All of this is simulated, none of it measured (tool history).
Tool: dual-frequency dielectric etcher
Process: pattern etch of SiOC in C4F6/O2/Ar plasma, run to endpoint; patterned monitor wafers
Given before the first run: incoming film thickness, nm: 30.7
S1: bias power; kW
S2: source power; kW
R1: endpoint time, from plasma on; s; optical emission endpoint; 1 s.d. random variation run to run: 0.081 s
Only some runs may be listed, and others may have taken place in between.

run  hour     S1    S2      R1
  1     0  0.347  0.36  11.454
  2   1.2  0.332  0.35  11.727
  3   6.1  0.332  0.32  12.274
  4  11.4  0.301  0.32  12.571
  5    16  0.292  0.31  12.901
  6  16.7  0.292  0.34   12.31
  7  23.9  0.284  0.33  12.644
  8    26  0.276  0.32  12.959

What will run 9 give?
  9    35  0.269  0.31   ?

Run 9 yielded R1 13.171 s.
